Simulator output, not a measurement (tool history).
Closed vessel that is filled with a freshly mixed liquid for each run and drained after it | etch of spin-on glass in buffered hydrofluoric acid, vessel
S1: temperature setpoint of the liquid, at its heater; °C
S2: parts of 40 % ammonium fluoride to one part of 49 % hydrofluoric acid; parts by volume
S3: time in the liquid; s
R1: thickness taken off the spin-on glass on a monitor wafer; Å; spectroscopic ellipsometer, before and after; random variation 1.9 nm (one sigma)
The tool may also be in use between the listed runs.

run 1 hour=0 | S1=22 S2=19.5 S3=85 | R1=2810.7
run 2 hour=3.6 | S1=20.5 S2=19.5 S3=85 | R1=2575.9
run 3 hour=5.8 | S1=17.5 S2=19.5 S3=85 | R1=2178.4
run 4 hour=9.6 | S1=19.5 S2=19.5 S3=85 | R1=2423.3
-- hour=13.6 hydrofluoric acid flow meter replaced
run 5 hour=13.6 | S1=17 S2=19.5 S3=85 | R1=1930.7
run 6 hour=20 | S1=18.5 S2=19.5 S3=85 | R1=2094
run 7 hour=23.7 | S1=22.5 S2=19 S3=85 | R1=2686.6
run 8 hour=31.9 | S1=23.5 S2=19 S3=85 | R1=2858.4
run 9 hour=35.3 | S1=24 S2=19 S3=85 | R1=2949.5
run 10 hour=42.6 | S1=24.5 S2=19 S3=85 | R1=3027.8

Forecast run 11:
run 11 hour=47.3 | S1=25 S2=19 S3=85 | R1=?

Run 11 gave R1 3092.4 Å.
